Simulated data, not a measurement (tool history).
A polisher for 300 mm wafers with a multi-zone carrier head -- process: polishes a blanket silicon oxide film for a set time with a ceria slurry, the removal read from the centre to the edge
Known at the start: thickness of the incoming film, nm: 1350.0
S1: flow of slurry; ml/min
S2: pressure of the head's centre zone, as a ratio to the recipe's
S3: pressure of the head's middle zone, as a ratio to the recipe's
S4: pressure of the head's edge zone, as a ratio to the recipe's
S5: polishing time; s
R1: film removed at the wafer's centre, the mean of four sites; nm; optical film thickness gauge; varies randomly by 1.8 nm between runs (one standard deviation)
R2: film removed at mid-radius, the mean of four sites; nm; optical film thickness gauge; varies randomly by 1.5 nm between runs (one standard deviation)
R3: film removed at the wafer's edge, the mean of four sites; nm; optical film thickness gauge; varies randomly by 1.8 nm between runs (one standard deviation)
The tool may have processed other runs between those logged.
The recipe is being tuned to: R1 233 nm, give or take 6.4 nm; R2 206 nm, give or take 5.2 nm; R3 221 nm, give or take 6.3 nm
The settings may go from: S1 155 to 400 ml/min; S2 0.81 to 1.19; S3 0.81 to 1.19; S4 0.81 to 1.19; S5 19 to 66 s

run  hour   S1    S2    S3    S4  S5      R1      R2      R3
  1     0  255     1     1     1  42  255.87   267.8  266.02
  2   2.9  245     1  0.95  0.96  41  252.53  250.87   252.1
  3  11.1  305     1  0.95  0.96  41  258.41  250.73  253.08
  4    12  305  0.99  0.92  0.94  40  248.25  239.69  245.39
  5  17.2  305  0.99  0.89  0.92  39  239.75  228.54  235.72
  6    20  305     1  0.87  0.91  39  241.45  224.81  232.55
  7  22.7  300     1  0.85  0.91  39  244.15   218.5  238.81
  8  29.5  300     1  0.84  0.89  39  244.33  215.99  234.14

Consider the 4 candidate settings below. Which is the only one whose results all fall within their allowed miss of target?
  A  36.3  285  1.01  0.85  0.85  39   ?   ?   ?
  B  36.3  305  1.04  0.83  0.89  39   ?   ?   ?
  C  36.3  340     1  0.83  0.86  37   ?   ?   ?
  D  36.3  240  0.99  0.83  0.95  38   ?   ?   ?

move      R1      R2      R3
   A  248.81  218.59  229.28
   B  257.56  215.33     235
   C  236.79  205.84  220.74
   D  234.33  206.31  232.97
A: moves away from the targets compared with the last run
B: moves away from the targets compared with the last run
C: all results in spec
D: nearer the targets than the last run, but a result is still out of spec
Correct choice: C, which meets every target

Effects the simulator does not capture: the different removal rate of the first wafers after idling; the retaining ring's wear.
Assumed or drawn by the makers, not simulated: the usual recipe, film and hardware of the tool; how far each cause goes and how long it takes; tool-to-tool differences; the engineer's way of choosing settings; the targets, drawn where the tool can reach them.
